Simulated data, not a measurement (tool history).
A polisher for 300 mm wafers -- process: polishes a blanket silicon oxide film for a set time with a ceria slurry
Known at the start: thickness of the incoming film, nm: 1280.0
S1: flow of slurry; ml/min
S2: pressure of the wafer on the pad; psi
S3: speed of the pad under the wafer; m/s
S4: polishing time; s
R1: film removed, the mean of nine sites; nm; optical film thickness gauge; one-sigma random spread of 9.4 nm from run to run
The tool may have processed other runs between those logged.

{"run": 1, "hour": 0.0, "S1": 145, "S2": 3.6, "S3": 0.84, "S4": 110, "R1": 461.1}
{"run": 2, "hour": 6.7, "S1": 145, "S2": 3.6, "S3": 0.84, "S4": 116, "R1": 483.4}
{"run": 3, "hour": 15.7, "S1": 145, "S2": 3.6, "S3": 0.84, "S4": 116, "R1": 480.76}
{"run": 4, "hour": 23.8, "S1": 145, "S2": 3.6, "S3": 0.64, "S4": 116, "R1": 393.47}
{"run": 5, "hour": 32.0, "S1": 175, "S2": 3.6, "S3": 0.64, "S4": 116, "R1": 398.91}
{"run": 6, "hour": 38.7, "S1": 175, "S2": 4.1, "S3": 0.64, "S4": 116, "R1": 459.33}
{"run": 7, "hour": 47.1, "S1": 175, "S2": 4.4, "S3": 0.64, "S4": 116, "R1": 482.09}
{"run": 8, "hour": 54.2, "S1": 175, "S2": 4.7, "S3": 0.64, "S4": 116, "R1": 493.43}
{"run": 9, "hour": 61.2, "S1": 175, "S2": 4.9, "S3": 0.66, "S4": 116, "R1": 533.28}
{"run": 10, "hour": 64.8, "S1": 175, "S2": 5.1, "S3": 0.68, "S4": 116, "R1": 547.25}

Run 11, settings as shown, results not yet in. Your forecast:
{"run": 11, "hour": 65.8, "S1": 175, "S2": 5.2, "S3": 0.7, "S4": 116, "R1": "?"}

R1: 595.93 nm

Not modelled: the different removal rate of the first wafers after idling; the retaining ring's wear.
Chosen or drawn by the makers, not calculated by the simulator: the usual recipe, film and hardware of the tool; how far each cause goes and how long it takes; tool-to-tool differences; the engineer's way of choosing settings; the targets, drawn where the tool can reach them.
